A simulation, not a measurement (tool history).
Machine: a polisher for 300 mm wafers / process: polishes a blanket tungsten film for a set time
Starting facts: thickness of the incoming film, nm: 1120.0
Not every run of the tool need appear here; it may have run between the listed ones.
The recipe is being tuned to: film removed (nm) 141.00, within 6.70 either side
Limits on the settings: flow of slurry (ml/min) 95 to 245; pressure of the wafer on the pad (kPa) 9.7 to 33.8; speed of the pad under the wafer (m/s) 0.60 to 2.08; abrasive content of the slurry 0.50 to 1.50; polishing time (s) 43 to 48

| run | hour | flow of slurry (ml/min) | pressure of the wafer on the pad (kPa) | speed of the pad under the wafer (m/s) | abrasive content of the slurry | polishing time (s) | film removed (nm) |
|---|---|---|---|---|---|---|---|
| 1 | 0.0 | 155 | 21.4 | 1.34 | 1.00 | 48 | 215.21 |
| 2 | 1.5 | 155 | 20.0 | 1.34 | 1.00 | 48 | 205.82 |
| 3 | 8.8 | 155 | 20.0 | 1.34 | 1.15 | 48 | 211.53 |
| 4 | 12.8 | 155 | 18.6 | 1.34 | 1.15 | 48 | 196.27 |
| 5 | 14.3 | 170 | 18.6 | 1.34 | 1.15 | 48 | 192.28 |
| 6 | 15.2 | 170 | 24.1 | 1.34 | 1.15 | 48 | 249.70 |
| 7 | 19.9 | 170 | 24.1 | 1.34 | 1.15 | 48 | 254.07 |
| 8 | 24.6 | 170 | 22.1 | 1.32 | 1.15 | 48 | 230.64 |
| 9 | 28.0 | 165 | 15.9 | 1.26 | 1.15 | 48 | 157.55 |
| 10 | 31.9 | 165 | 15.2 | 1.26 | 1.15 | 48 | 149.41 |

5 candidate next runs follow, results not yet known. Just one meets every target within its allowed miss. Identify it.
| A | 35.8 | 135 | 15.2 | 1.40 | 1.15 | 47 | ? |
| B | 35.8 | 195 | 17.9 | 1.06 | 1.15 | 43 | ? |
| C | 35.8 | 130 | 16.5 | 1.22 | 1.50 | 48 | ? |
| D | 35.8 | 165 | 14.5 | 1.36 | 1.00 | 48 | ? |
| E | 35.8 | 160 | 17.2 | 1.30 | 1.20 | 43 | ? |

| move | film removed (nm) |
|---|---|
| A | 157.95 |
| B | 138.39 |
| C | 160.55 |
| D | 151.83 |
| E | 158.54 |
A: its largest miss is bigger than the last run's
B: hits every target within its allowed miss
C: its largest miss is bigger than the last run's
D: its largest miss is bigger than the last run's
E: its largest miss is bigger than the last run's
Move B is the one to make.

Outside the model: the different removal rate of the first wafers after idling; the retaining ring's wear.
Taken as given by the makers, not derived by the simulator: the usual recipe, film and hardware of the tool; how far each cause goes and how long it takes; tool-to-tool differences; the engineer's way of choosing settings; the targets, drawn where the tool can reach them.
